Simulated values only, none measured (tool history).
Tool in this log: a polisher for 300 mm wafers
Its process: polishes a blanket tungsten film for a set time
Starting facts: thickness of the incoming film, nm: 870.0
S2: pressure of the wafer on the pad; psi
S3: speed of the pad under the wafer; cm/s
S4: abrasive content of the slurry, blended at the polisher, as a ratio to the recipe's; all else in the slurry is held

Run 1, hour 0.0: flow of slurry (ml/min) 210, S2 4.0 psi, S3 84 cm/s, S4 1.0, polishing time (s) 33. Result: film removed (angstrom) 1525.4.
Run 2, hour 1.4: flow of slurry (ml/min) 210, S2 3.8 psi, S3 84 cm/s, S4 1.0, polishing time (s) 33. Result: film removed (angstrom) 1445.4.
Run 3, hour 7.9: flow of slurry (ml/min) 210, S2 3.6 psi, S3 84 cm/s, S4 1.0, polishing time (s) 33. Result: film removed (angstrom) 1410.7.
Run 4, hour 16.5: flow of slurry (ml/min) 210, S2 2.8 psi, S3 84 cm/s, S4 1.0, polishing time (s) 33. Result: film removed (angstrom) 1183.2.
Run 5, hour 25.1: flow of slurry (ml/min) 210, S2 2.7 psi, S3 84 cm/s, S4 1.0, polishing time (s) 33. Result: film removed (angstrom) 1155.9.
Run 6, hour 27.5: flow of slurry (ml/min) 210, S2 3.7 psi, S3 84 cm/s, S4 1.0, polishing time (s) 33. Result: film removed (angstrom) 1444.2.

For run 7, what comes out?
Run 7, hour 29.6: flow of slurry (ml/min) 210, S2 3.5 psi, S3 84 cm/s, S4 1.0, polishing time (s) 33. Result: film removed (angstrom) ?.

Run 7 came out at film removed (angstrom) 1378.0.
